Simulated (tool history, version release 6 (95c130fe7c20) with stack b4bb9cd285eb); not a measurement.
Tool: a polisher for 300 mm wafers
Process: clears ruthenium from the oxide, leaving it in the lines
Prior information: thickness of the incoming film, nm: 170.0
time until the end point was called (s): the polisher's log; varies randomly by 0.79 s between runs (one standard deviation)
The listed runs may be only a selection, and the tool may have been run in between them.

run  hour  flow of slurry (ml/min)  pressure of the wafer on the pad (kPa)  speed of the pad under the wafer (m/s)  overpolish time after the end point (s)  time until the end point was called (s)
  1   0.0                      125                                    18.6                                    1.04                                        9                                   98.671
  2   2.2                      150                                    18.6                                    1.04                                        9                                   93.557
  3   5.7                      150                                    20.7                                    1.04                                        9                                   88.684
  4  10.9                      180                                    20.7                                    1.04                                        9                                   83.217
  5  15.2                      165                                    20.7                                    1.04                                        9                                   87.424
  6  16.5                      165                                    20.7                                    1.04                                        9                                   86.890
  7  19.2                      165                                    22.8                                    1.06                                        9                                   79.274
  8  21.7                      165                                    24.1                                    1.06                                        9                                   76.268
  9  27.9                      165                                    24.8                                    1.06                                        9                                   74.394

For run 10, what comes out?
 10  30.6                      175                                    26.9                                    1.06                                        9                                        ?

For run 10 the tool returned time until the end point was called (s) 69.544.

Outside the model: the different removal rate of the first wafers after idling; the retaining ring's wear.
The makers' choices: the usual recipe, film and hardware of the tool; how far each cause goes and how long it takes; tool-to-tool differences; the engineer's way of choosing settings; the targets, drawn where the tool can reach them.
